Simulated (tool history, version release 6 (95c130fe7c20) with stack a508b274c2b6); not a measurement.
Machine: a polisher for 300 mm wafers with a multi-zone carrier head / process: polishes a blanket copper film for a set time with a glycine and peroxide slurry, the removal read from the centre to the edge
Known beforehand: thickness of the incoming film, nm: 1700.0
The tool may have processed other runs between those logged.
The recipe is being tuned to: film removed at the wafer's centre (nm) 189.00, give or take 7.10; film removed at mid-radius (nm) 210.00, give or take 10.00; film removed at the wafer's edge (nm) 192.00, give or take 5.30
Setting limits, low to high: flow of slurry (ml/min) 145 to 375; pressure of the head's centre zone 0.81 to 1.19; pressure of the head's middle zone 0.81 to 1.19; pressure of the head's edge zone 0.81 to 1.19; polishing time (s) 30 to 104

run  hour  flow of slurry (ml/min)  pressure of the head's centre zone  pressure of the head's middle zone  pressure of the head's edge zone  polishing time (s)  film removed at the wafer's centre (nm)  film removed at mid-radius (nm)  film removed at the wafer's edge (nm)
  1   0.0                      240                                1.00                                1.00                              1.00                  67                                   257.69                           262.29                                 254.37
  2   1.0                      300                                1.00                                1.00                              1.00                  67                                   263.91                           265.16                                 260.57
  3   5.0                      300                                1.00                                1.00                              1.00                  54                                   216.30                           210.28                                 207.70
  4  13.8                      300                                0.95                                1.00                              1.00                  54                                   205.42                           211.30                                 208.74
  5  18.0                      295                                0.94                                1.01                              0.98                  54                                   196.05                           212.66                                 205.71
  6  26.5                      295                                0.94                                1.01                              0.98                  67                                   242.83                           267.24                                 254.04
  7  35.2                      295                                0.93                                1.00                              0.95                  64                                   231.51                           245.73                                 239.58
  8  38.3                      290                                0.92                                1.01                              0.92                  62                                   221.80                           241.39                                 231.02
  9  45.2                      290                                0.92                                1.02                              0.90                  59                                   208.26                           236.60                                 215.62

5 next moves are on the table. One of them brings every result within its allowed miss. Which?
  A  52.1                      295                                0.96                                1.01                              0.88                  64                                        ?                                ?                                      ?
  B  52.1                      295                                1.12                                1.02                              0.82                  52                                        ?                                ?                                      ?
  C  52.1                      335                                0.99                                0.89                              1.16                  61                                        ?                                ?                                      ?
  D  52.1                      310                                0.90                                1.00                              0.82                  53                                        ?                                ?                                      ?
  E  52.1                      295                                1.00                                1.19                              0.83                  49                                        ?                                ?                                      ?

move  film removed at the wafer's centre (nm)  film removed at mid-radius (nm)  film removed at the wafer's edge (nm)
   A                                   238.48                           251.86                                 235.34
   B                                   226.33                           206.19                                 186.70
   C                                   237.08                           218.18                                 251.18
   D                                   185.93                           207.80                                 190.97
   E                                   190.50                           221.86                                 176.23
A: further off than the last run
B: carries the result that was furthest off beyond its target, to the other side
C: further off than the last run
D: meets every target
E: carries the result that was furthest off beyond its target, to the other side
Go with D: it meets all targets.
